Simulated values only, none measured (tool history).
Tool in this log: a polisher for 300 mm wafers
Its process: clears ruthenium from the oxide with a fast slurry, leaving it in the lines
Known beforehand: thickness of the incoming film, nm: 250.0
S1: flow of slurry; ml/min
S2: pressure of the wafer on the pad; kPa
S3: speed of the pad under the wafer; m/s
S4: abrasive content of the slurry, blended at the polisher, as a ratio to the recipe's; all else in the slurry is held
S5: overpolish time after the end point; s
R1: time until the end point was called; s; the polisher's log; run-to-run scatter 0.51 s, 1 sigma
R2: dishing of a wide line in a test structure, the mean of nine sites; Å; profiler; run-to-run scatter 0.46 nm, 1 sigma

{"run": 1, "day": 0.0, "S1": 300, "S2": 18.6, "S3": 0.78, "S4": 1, "S5": 8, "R1": 72.436, "R2": 179.81}
{"run": 2, "day": 0.342, "S1": 300, "S2": 18.6, "S3": 0.78, "S4": 1.15, "S5": 8, "R1": 68.898, "R2": 189.98}
{"run": 3, "day": 0.596, "S1": 245, "S2": 18.6, "S3": 0.78, "S4": 1.15, "S5": 8, "R1": 69.45, "R2": 183.79}
{"run": 4, "day": 0.862, "S1": 245, "S2": 20.7, "S3": 0.78, "S4": 1.15, "S5": 8, "R1": 65.456, "R2": 196.2}
{"run": 5, "day": 1.038, "S1": 245, "S2": 16.5, "S3": 0.78, "S4": 1.15, "S5": 8, "R1": 77.017, "R2": 169.04}
{"run": 6, "day": 1.246, "S1": 300, "S2": 16.5, "S3": 0.78, "S4": 1.15, "S5": 8, "R1": 75.921, "R2": 180.86}
{"run": 7, "day": 1.279, "S1": 305, "S2": 19.3, "S3": 0.78, "S4": 1.15, "S5": 8, "R1": 67.761, "R2": 192.63}
{"run": 8, "day": 1.354, "S1": 305, "S2": 21.4, "S3": 0.8, "S4": 1.15, "S5": 8, "R1": 60.895, "R2": 202.71}
{"run": 9, "day": 1.554, "S1": 305, "S2": 22.8, "S3": 0.82, "S4": 1.15, "S5": 8, "R1": 56.923, "R2": 215.15}
{"run": 10, "day": 1.804, "S1": 305, "S2": 24.1, "S3": 0.84, "S4": 1.15, "S5": 8, "R1": 52.568, "R2": 222.35}
{"run": 11, "day": 2.079, "S1": 305, "S2": 24.8, "S3": 0.84, "S4": 1.15, "S5": 8, "R1": 51.189, "R2": 231.78}

Run 12 has not been measured yet. What should we expect?
{"run": 12, "day": 2.338, "S1": 305, "S2": 25.5, "S3": 0.84, "S4": 1.15, "S5": 8, "R1": "?", "R2": "?"}

R1: 49.905 s
R2: 227.55 Å
